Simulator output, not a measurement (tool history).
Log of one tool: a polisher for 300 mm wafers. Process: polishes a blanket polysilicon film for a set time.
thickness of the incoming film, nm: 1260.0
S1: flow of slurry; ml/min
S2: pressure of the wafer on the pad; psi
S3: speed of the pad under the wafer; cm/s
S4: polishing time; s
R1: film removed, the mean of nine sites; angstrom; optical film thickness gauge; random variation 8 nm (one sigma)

run 1 hour=0.0 | S1=295 S2=2.8 S3=84 S4=83 | R1=5535.6
run 2 hour=5.4 | S1=295 S2=3.1 S3=84 S4=83 | R1=5847.8
run 3 hour=6.8 | S1=295 S2=3.1 S3=84 S4=87 | R1=6081.5
run 4 hour=15.2 | S1=295 S2=3.4 S3=84 S4=87 | R1=6614.7
run 5 hour=23.3 | S1=295 S2=2.7 S3=84 S4=87 | R1=5648.0
run 6 hour=28.3 | S1=295 S2=3.1 S3=84 S4=87 | R1=6250.5

Run 7 comes next. What will it give?
run 7 hour=34.4 | S1=295 S2=3.4 S3=84 S4=87 | R1=?

{"run 7": {"R1": 6582.1}}
